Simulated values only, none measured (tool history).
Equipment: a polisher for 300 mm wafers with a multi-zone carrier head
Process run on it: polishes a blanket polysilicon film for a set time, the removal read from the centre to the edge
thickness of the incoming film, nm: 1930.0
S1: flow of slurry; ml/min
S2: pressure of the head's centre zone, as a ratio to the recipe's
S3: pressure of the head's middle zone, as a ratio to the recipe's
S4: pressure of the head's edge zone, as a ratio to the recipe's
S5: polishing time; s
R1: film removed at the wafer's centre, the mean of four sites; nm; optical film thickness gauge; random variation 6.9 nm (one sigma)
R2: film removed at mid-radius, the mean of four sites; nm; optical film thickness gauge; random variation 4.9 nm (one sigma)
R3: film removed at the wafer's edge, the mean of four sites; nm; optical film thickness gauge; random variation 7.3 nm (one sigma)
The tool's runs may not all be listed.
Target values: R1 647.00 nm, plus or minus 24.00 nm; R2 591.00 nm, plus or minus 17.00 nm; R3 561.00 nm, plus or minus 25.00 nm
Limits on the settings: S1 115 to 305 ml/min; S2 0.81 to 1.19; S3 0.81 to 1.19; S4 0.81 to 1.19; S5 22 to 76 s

run 1 hour=0.0 | S1=195 S2=1.00 S3=1.00 S4=1.00 S5=49 | R1=409.15 R2=403.65 R3=402.54
run 2 hour=5.9 | S1=165 S2=1.00 S3=1.00 S4=1.00 S5=49 | R1=390.84 R2=395.72 R3=390.63
run 3 hour=13.8 | S1=165 S2=1.00 S3=0.95 S4=1.00 S5=49 | R1=393.93 R2=377.45 R3=384.81
run 4 hour=16.8 | S1=165 S2=1.00 S3=0.95 S4=1.00 S5=59 | R1=472.89 R2=453.34 R3=483.65
run 5 hour=25.3 | S1=165 S2=1.08 S3=0.95 S4=1.00 S5=59 | R1=517.83 R2=452.68 R3=467.47
run 6 hour=33.9 | S1=165 S2=1.08 S3=0.90 S4=1.00 S5=59 | R1=512.85 R2=446.48 R3=466.60
run 7 hour=41.8 | S1=190 S2=1.09 S3=0.97 S4=1.01 S5=60 | R1=542.01 R2=479.34 R3=496.78
run 8 hour=48.0 | S1=210 S2=1.11 S3=1.02 S4=1.01 S5=61 | R1=570.85 R2=509.40 R3=504.68
run 9 hour=51.8 | S1=225 S2=1.12 S3=1.05 S4=1.02 S5=62 | R1=592.71 R2=526.01 R3=514.19
run 10 hour=58.4 | S1=235 S2=1.12 S3=1.07 S4=1.03 S5=63 | R1=600.94 R2=559.55 R3=530.14
run 11 hour=62.6 | S1=245 S2=1.13 S3=1.07 S4=1.04 S5=63 | R1=609.83 R2=556.19 R3=523.40
run 12 hour=71.3 | S1=240 S2=1.13 S3=1.07 S4=1.04 S5=64 | R1=621.74 R2=566.87 R3=549.52
run 13 hour=72.0 | S1=245 S2=1.14 S3=1.08 S4=1.04 S5=64 | R1=636.70 R2=568.70 R3=540.13
run 14 hour=78.7 | S1=250 S2=1.14 S3=1.08 S4=1.05 S5=64 | R1=630.55 R2=567.01 R3=544.52

Consider the 4 candidate settings below. Which is the only one whose results all fall within their allowed miss of target?
run A hour=85.4 | S1=200 S2=1.14 S3=1.07 S4=1.01 S5=68 | R1=? R2=? R3=?
run B hour=85.4 | S1=225 S2=1.01 S3=1.19 S4=1.04 S5=66 | R1=? R2=? R3=?
run C hour=85.4 | S1=280 S2=1.06 S3=1.16 S4=1.00 S5=62 | R1=? R2=? R3=?
run D hour=85.4 | S1=245 S2=1.04 S3=1.10 S4=1.06 S5=65 | R1=? R2=? R3=?

move=A R1=638.88 R2=586.29 R3=563.72
move=B R1=560.07 R2=622.96 R3=561.05
move=C R1=568.98 R2=590.58 R3=528.67
move=D R1=574.95 R2=587.90 R3=562.69
A: each result inside its tolerance
B: the result that was furthest off in the last run now lies on the other side of its target
C: meets the target for the result that was furthest off, but another lies outside its allowed miss
D: meets the target for the result that was furthest off, but another lies outside its allowed miss
The right move is A.
